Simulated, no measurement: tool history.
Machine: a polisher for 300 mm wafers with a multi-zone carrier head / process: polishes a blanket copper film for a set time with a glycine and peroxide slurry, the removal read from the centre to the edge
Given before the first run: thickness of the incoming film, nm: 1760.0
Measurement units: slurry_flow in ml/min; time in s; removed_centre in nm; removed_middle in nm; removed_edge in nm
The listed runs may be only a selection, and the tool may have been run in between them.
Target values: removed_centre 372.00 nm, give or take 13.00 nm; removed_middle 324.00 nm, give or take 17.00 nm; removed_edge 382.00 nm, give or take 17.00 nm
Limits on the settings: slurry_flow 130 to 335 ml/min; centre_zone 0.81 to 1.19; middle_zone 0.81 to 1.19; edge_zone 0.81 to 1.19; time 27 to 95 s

run,hour,slurry_flow,centre_zone,middle_zone,edge_zone,time,removed_centre,removed_middle,removed_edge
1,0.0,215,1.00,1.00,1.00,61,397.78,396.40,400.34
2,4.8,215,1.04,1.00,1.00,61,408.22,393.46,389.51
3,13.0,215,1.04,1.03,1.00,61,416.61,392.49,400.12
4,21.5,205,1.05,1.03,1.03,60,407.52,395.38,389.00
5,28.0,215,1.04,1.00,1.01,60,410.82,386.70,387.87
6,32.4,215,1.04,1.00,0.94,60,400.93,380.72,378.13
7,36.0,215,1.03,0.97,0.97,59,390.62,370.96,379.64
8,39.8,215,1.03,0.95,0.98,59,390.54,369.15,381.58
9,42.0,215,1.03,0.93,0.99,58,390.17,355.98,373.18
10,48.8,210,1.02,0.91,1.00,58,379.98,343.16,368.61

Which one of the following 5 next-run settings gets every result inside its allowed miss? There is exactly one.
A,55.6,205,1.10,0.95,1.08,53,?,?,?
B,55.6,165,0.96,1.10,1.03,57,?,?,?
C,55.6,185,1.03,1.10,0.97,54,?,?,?
D,55.6,160,1.04,0.87,1.10,59,?,?,?
E,55.6,220,0.86,0.99,0.98,60,?,?,?

move,removed_centre,removed_middle,removed_edge
A,374.37,334.25,351.78
B,336.36,385.84,358.47
C,350.54,373.50,335.20
D,374.17,333.82,382.65
E,334.73,394.75,382.60
A: brings the result that was furthest off to its target, and leaves another outside
B: the biggest miss grows against the last run
C: the biggest miss grows against the last run
D: in spec on every target
E: the biggest miss grows against the last run
The move that meets every target is D.

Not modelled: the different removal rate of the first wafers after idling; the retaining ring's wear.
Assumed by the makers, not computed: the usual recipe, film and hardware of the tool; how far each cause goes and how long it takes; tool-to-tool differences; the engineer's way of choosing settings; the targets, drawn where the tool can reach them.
